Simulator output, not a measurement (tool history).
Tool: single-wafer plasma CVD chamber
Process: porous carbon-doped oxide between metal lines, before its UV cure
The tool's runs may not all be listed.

run  hour  heater temperature setpoint (deg C)  RF power (W)  deposition time (s)  mean film thickness on the monitor wafer (Å)
  1     0                                  310           645                   26                                        1686.9
  2   8.5                                  310           735                   26                                        1853.9
  3  15.3                                  317           690                 25.9                                        1692.1
  4  20.2                                  325           690                 25.9                                        1619.4
  5  28.2                                  328           665                 25.9                                        1571.5
  6  29.7                                  330           640                 25.9                                        1494.3
  7  36.8                                  331           630                 25.9                                        1479.9

Forecast run 8:
  8  45.4                                  334           595                 25.9                                             ?

Run 8 gave mean film thickness on the monitor wafer (Å) 1397.3.
